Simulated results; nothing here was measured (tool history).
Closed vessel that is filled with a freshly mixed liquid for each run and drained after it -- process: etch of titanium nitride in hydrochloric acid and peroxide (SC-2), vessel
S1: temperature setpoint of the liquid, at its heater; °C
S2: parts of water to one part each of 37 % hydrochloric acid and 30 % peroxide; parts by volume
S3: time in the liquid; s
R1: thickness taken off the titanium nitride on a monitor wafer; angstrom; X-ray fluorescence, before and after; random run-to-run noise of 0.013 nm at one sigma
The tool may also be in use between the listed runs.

run  hour    S1    S2  S3       R1
  1   0.0  62.0   7.5  35  19.3230
  2   7.0  61.5   7.5  35  18.8150
  3  11.8  61.5  10.0  35  14.6590
  4  13.0  62.0  10.0  35  15.0010
  5  13.6  59.0  10.0  35  12.5260
  6  20.8  54.5  10.0  35   9.3232
  7  22.4  56.0  10.0  35  10.1780
  8  27.2  57.5  10.0  35  11.2380

The next listed run, before its measurement:
  9  33.6  64.0  10.0  35   ?

Run 9 gave R1 17.0460 angstrom.
